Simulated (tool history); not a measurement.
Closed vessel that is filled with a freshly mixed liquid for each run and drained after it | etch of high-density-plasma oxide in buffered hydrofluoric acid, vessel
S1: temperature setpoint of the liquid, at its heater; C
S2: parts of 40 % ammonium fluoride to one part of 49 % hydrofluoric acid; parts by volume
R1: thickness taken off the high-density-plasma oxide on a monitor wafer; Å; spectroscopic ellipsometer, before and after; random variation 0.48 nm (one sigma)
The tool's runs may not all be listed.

run 1 hour=0 | S1=21 S2=8.5 time_in_the_liquid_(s)=35 | R1=942.17
run 2 hour=5.2 | S1=19.5 S2=8.5 time_in_the_liquid_(s)=35 | R1=861.2
run 3 hour=9.6 | S1=21 S2=8.5 time_in_the_liquid_(s)=35 | R1=937.96
run 4 hour=11.9 | S1=19.5 S2=8.5 time_in_the_liquid_(s)=35 | R1=861.93
run 5 hour=19.6 | S1=19.5 S2=8.5 time_in_the_liquid_(s)=35 | R1=865.88
run 6 hour=24.2 | S1=19.5 S2=8.5 time_in_the_liquid_(s)=30 | R1=738.32
run 7 hour=28.7 | S1=21.5 S2=8.5 time_in_the_liquid_(s)=30 | R1=827.4
run 8 hour=30.5 | S1=23 S2=8 time_in_the_liquid_(s)=30 | R1=961.49

Run 9 comes next. What will it give?
run 9 hour=34.4 | S1=24.5 S2=8 time_in_the_liquid_(s)=30 | R1=?

{"run 9": {"R1": 1041.9}}

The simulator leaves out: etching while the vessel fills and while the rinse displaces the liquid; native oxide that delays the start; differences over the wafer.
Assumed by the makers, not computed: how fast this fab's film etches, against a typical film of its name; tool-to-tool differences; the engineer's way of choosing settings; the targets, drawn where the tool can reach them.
